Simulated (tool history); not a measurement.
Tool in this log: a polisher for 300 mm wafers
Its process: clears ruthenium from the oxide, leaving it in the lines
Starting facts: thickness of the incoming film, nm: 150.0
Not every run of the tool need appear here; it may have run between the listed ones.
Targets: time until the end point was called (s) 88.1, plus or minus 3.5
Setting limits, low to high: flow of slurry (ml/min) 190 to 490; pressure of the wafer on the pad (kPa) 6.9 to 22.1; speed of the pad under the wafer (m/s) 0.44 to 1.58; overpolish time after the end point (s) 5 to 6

| run | day | flow of slurry (ml/min) | pressure of the wafer on the pad (kPa) | speed of the pad under the wafer (m/s) | overpolish time after the end point (s) | time until the end point was called (s) |
|---|---|---|---|---|---|---|
| 1 | 0 | 315 | 14.5 | 1 | 6 | 134.21 |
| 2 | 0.112 | 315 | 14.5 | 1 | 5 | 137.21 |
| 3 | 0.425 | 315 | 15.2 | 1 | 5 | 131.27 |
| 4 | 0.596 | 315 | 15.9 | 1 | 5 | 128.52 |
| 5 | 0.892 | 315 | 15.9 | 0.9 | 5 | 138.63 |
| 6 | 1.058 | 245 | 15.9 | 0.9 | 5 | 143.2 |
| 7 | 1.367 | 245 | 16.5 | 0.92 | 5 | 136.26 |
| 8 | 1.517 | 250 | 17.2 | 0.94 | 5 | 131.1 |
| 9 | 1.854 | 255 | 17.9 | 0.96 | 5 | 125.08 |
| 10 | 2.129 | 255 | 22.1 | 1.1 | 5 | 97.279 |
| 11 | 2.417 | 255 | 22.1 | 1.12 | 5 | 95.457 |

Exercise: of the 4 proposed moves below, exactly one satisfies all targets within the stated allowed misses. Which move is it?
| A | 2.704 | 240 | 20 | 1.34 | 6 | ? |
| B | 2.704 | 190 | 20.7 | 1.16 | 5 | ? |
| C | 2.704 | 280 | 15.2 | 1.24 | 6 | ? |
| D | 2.704 | 275 | 20 | 1.08 | 5 | ? |

| move | time until the end point was called (s) |
|---|---|
| A | 87.439 |
| B | 100.66 |
| C | 109.87 |
| D | 104.1 |
A: hits every target within its allowed miss
B: moves away from the targets compared with the last run
C: moves away from the targets compared with the last run
D: moves away from the targets compared with the last run
So the answer is move A, the one that meets all the targets.

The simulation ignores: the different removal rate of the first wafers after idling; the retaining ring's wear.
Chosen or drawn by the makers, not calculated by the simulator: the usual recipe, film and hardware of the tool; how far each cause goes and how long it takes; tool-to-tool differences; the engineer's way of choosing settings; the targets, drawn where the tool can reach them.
